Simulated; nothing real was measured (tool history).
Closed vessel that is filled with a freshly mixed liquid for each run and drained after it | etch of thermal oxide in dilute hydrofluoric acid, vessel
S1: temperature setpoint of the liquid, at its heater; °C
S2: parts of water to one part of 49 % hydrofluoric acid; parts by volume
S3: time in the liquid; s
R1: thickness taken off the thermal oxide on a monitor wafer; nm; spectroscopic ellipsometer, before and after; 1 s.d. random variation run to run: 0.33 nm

| run | hour | S1 | S2 | S3 | R1 |
|---|---|---|---|---|---|
| 1 | 0 | 23 | 85 | 530 | 27.598 |
| 2 | 2.4 | 24 | 85 | 530 | 28.883 |
| 3 | 8.3 | 22 | 85 | 530 | 26.732 |
| 4 | 11.5 | 23.5 | 85 | 530 | 28.693 |
| 5 | 14.6 | 24.5 | 85 | 530 | 29.23 |
| 6 | 15.9 | 25.5 | 85 | 530 | 30.668 |
| 7 | 21.5 | 26.5 | 85 | 530 | 32.24 |
| 8 | 28 | 27 | 85 | 530 | 32.781 |
| 9 | 29 | 27.5 | 85 | 530 | 33.601 |
| 10 | 33 | 28 | 85 | 530 | 33.767 |
| 11 | 37.4 | 28.5 | 85 | 530 | 34.716 |

What does the tool deliver on the next run?
| 12 | 38.4 | 29 | 85 | 530 | ? |

R1: 35 nm

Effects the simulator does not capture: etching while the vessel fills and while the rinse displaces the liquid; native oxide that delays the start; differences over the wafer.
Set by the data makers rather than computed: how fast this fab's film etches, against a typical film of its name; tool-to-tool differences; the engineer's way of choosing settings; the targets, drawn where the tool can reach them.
